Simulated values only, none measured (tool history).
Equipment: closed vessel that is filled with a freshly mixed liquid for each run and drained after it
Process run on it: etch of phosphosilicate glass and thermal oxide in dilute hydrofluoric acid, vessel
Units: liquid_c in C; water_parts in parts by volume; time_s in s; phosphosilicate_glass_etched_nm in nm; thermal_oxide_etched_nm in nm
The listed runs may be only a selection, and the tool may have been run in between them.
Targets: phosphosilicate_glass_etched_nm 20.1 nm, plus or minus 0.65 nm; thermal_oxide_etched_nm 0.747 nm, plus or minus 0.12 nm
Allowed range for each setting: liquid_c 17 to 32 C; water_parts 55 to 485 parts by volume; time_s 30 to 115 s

run,hour,liquid_c,water_parts,time_s,phosphosilicate_glass_etched_nm,thermal_oxide_etched_nm
1,0,24,270,60,24.802,0.88891
2,1.2,25.5,270,60,25.872,0.94774
3,7.1,25.5,270,80,34.628,1.2894
4,10.9,27.5,270,80,36.514,1.3884
5,12.9,31,270,80,41.594,1.4994
6,14.9,31,365,80,28.322,1.0325
7,16.3,28.5,370,80,25.411,0.94154
8,18.6,27,375,80,23.955,0.90322
9,26.7,26,380,80,22.467,0.82176
10,34.4,25,380,80,21.781,0.81005
11,39.3,24.5,380,80,21.122,0.81129

Next run, 5 choices. One meets every target within its allowed miss, the rest don't. Which?
A,44.2,28,405,80,?,?
B,44.2,30,200,30,?,?
C,44.2,25.5,380,80,?,?
D,44.2,29,355,55,?,?
E,44.2,25.5,390,75,?,?

move,phosphosilicate_glass_etched_nm,thermal_oxide_etched_nm
A,21.832,0.83917
B,22.087,0.84897
C,22.008,0.84593
D,18.565,0.71357
E,19.917,0.76555
A: misses by more than the last run did
B: misses by more than the last run did
C: misses by more than the last run did
D: takes the result that was furthest off past its target
E: all results land within tolerance of their targets
E meets every target.
